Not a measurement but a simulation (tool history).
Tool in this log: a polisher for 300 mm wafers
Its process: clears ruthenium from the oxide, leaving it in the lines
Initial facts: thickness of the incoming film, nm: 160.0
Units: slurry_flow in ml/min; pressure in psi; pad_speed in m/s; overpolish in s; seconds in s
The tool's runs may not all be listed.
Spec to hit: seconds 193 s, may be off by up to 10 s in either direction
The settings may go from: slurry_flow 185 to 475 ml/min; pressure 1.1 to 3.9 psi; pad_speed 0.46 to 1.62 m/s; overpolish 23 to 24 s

run    day  slurry_flow  pressure  pad_speed  overpolish  seconds
  1      0          305       2.5       1.04          23    108.8
  2  0.358          305       2.8       1.04          23    99.03
  3  0.546          305       3.4       1.04          23   81.519
  4  0.625          305       3.7       1.04          23   77.191
  5  0.792          305       3.7       1.04          24   77.641
  6  1.133          305       3.9       1.04          24   72.531
  7  1.325          305       3.3       0.98          24   89.847
  8  1.429          305       2.8       0.92          24   113.59
  9  1.788          305       2.4        0.9          24    135.3
 10  2.162          305       2.2        0.9          24   143.75
 11  2.346          305         2        0.9          24    157.7
 12  2.379          305       1.9        0.9          24   163.95
 13  2.754          305       1.8        0.9          24   178.85

Consider the 5 candidate settings below. Which is the only one whose results all fall within their allowed miss of target?
  A  3.129          280       2.1       0.62          23        ?
  B  3.129          295       1.8       0.98          23        ?
  C  3.129          345       1.4       0.88          24        ?
  D  3.129          290       1.9       0.78          23        ?
  E  3.129          285       1.8          1          23        ?

move  seconds
   A   224.82
   B   167.36
   C   233.46
   D   198.27
   E   164.53
A: moves the result that the last run missed by most past its target, out the other side
B: misses by more than the last run did
C: moves the result that the last run missed by most past its target, out the other side
D: hits every target within its allowed miss
E: misses by more than the last run did
The right move is D.
